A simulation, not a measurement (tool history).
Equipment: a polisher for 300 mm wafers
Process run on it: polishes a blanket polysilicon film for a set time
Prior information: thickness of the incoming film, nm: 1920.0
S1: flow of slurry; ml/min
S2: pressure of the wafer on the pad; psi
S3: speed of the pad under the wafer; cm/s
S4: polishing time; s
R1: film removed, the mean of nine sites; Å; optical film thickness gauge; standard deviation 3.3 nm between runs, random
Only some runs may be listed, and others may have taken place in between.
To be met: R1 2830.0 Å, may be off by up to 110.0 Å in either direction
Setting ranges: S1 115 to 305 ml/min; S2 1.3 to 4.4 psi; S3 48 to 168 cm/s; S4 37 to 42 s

Run 1, hour 0.0: S1 195 ml/min, S2 2.8 psi, S3 108 cm/s, S4 42 s. Result: R1 3527.7 Å.
Run 2, hour 6.7: S1 195 ml/min, S2 2.6 psi, S3 108 cm/s, S4 42 s. Result: R1 3165.8 Å.
Run 3, hour 7.6: S1 195 ml/min, S2 2.6 psi, S3 88 cm/s, S4 42 s. Result: R1 2677.6 Å.
Run 4, hour 8.7: S1 195 ml/min, S2 2.6 psi, S3 64 cm/s, S4 42 s. Result: R1 1960.3 Å.
Run 5, hour 17.6: S1 195 ml/min, S2 2.6 psi, S3 64 cm/s, S4 37 s. Result: R1 1731.8 Å.
Run 6, hour 18.5: S1 195 ml/min, S2 2.9 psi, S3 64 cm/s, S4 37 s. Result: R1 1913.5 Å.
Run 7, hour 21.0: S1 195 ml/min, S2 3.2 psi, S3 64 cm/s, S4 37 s. Result: R1 2126.6 Å.
Run 8, hour 27.0: S1 195 ml/min, S2 3.2 psi, S3 64 cm/s, S4 37 s. Result: R1 2104.3 Å.
Run 9, hour 34.4: S1 195 ml/min, S2 3.5 psi, S3 64 cm/s, S4 37 s. Result: R1 2325.1 Å.
Run 10, hour 38.7: S1 195 ml/min, S2 3.7 psi, S3 64 cm/s, S4 37 s. Result: R1 2481.3 Å.
Run 11, hour 42.2: S1 195 ml/min, S2 3.8 psi, S3 64 cm/s, S4 37 s. Result: R1 2517.4 Å.
Run 12, hour 50.1: S1 195 ml/min, S2 3.9 psi, S3 64 cm/s, S4 37 s. Result: R1 2503.0 Å.

Below are 5 possible settings for the next run. Only one of them brings all results inside the allowed miss of their targets. Which is it?
Run A, hour 58.0: S1 215 ml/min, S2 3.9 psi, S3 70 cm/s, S4 41 s. Result: R1 ?.
Run B, hour 58.0: S1 165 ml/min, S2 3.9 psi, S3 60 cm/s, S4 39 s. Result: R1 ?.
Run C, hour 58.0: S1 170 ml/min, S2 3.9 psi, S3 64 cm/s, S4 37 s. Result: R1 ?.
Run D, hour 58.0: S1 175 ml/min, S2 3.6 psi, S3 66 cm/s, S4 37 s. Result: R1 ?.
Run E, hour 58.0: S1 140 ml/min, S2 4.4 psi, S3 56 cm/s, S4 42 s. Result: R1 ?.

move      R1
   A  3109.2
   B  2479.3
   C  2509.7
   D  2398.0
   E  2757.5
A: takes the biggest miss from the last run beyond its target
B: moves away from the targets compared with the last run
C: no nearer and no further than the last run
D: moves away from the targets compared with the last run
E: hits every target within its allowed miss
Answer: E

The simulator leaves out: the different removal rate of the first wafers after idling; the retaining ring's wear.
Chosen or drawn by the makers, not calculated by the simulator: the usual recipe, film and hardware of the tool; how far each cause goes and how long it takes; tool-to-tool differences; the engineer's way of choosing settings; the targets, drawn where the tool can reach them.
